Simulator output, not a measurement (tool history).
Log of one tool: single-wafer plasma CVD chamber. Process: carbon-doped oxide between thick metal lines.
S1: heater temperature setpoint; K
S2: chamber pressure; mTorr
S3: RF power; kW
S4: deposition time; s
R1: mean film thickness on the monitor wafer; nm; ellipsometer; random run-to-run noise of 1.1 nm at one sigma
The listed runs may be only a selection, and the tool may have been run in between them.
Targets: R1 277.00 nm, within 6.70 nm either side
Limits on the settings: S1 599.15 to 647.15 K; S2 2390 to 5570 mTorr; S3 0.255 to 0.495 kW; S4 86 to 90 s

run 1 day=0.000 | S1=623.15 S2=3980 S3=0.375 S4=90 | R1=326.30
run 2 day=0.029 | S1=614.15 S2=3980 S3=0.375 S4=90 | R1=335.49
run 3 day=0.183 | S1=614.15 S2=3980 S3=0.345 S4=90 | R1=315.57
run 4 day=0.479 | S1=614.15 S2=3980 S3=0.325 S4=90 | R1=300.24
run 5 day=0.788 | S1=604.15 S2=3980 S3=0.325 S4=90 | R1=312.21
run 6 day=0.958 | S1=604.15 S2=4350 S3=0.325 S4=90 | R1=316.07
run 7 day=1.296 | S1=608.15 S2=4110 S3=0.320 S4=90 | R1=305.34
run 8 day=1.412 | S1=611.15 S2=3940 S3=0.315 S4=90 | R1=296.64
run 9 day=1.738 | S1=613.15 S2=3810 S3=0.310 S4=90 | R1=290.64
-- day=1.821 RF generator calibrated
run 10 day=1.821 | S1=614.15 S2=3720 S3=0.305 S4=90 | R1=302.62
run 11 day=1.938 | S1=614.15 S2=3720 S3=0.305 S4=90 | R1=302.67
run 12 day=2.096 | S1=614.15 S2=3950 S3=0.300 S4=90 | R1=300.92
run 13 day=2.179 | S1=614.15 S2=3800 S3=0.285 S4=90 | R1=289.11

Which one of the following 4 next-run settings gets every result inside its allowed miss? There is exactly one.
run A day=2.262 | S1=600.15 S2=3580 S3=0.295 S4=86 | R1=?
run B day=2.262 | S1=617.15 S2=3750 S3=0.295 S4=90 | R1=?
run C day=2.262 | S1=611.15 S2=5140 S3=0.265 S4=90 | R1=?
run D day=2.262 | S1=614.15 S2=3940 S3=0.270 S4=90 | R1=?

move=A R1=294.81
move=B R1=293.15
move=C R1=289.81
move=D R1=279.06
A: moves away from the targets compared with the last run
B: moves away from the targets compared with the last run
C: moves away from the targets compared with the last run
D: each result inside its tolerance
Move D is the one to make.

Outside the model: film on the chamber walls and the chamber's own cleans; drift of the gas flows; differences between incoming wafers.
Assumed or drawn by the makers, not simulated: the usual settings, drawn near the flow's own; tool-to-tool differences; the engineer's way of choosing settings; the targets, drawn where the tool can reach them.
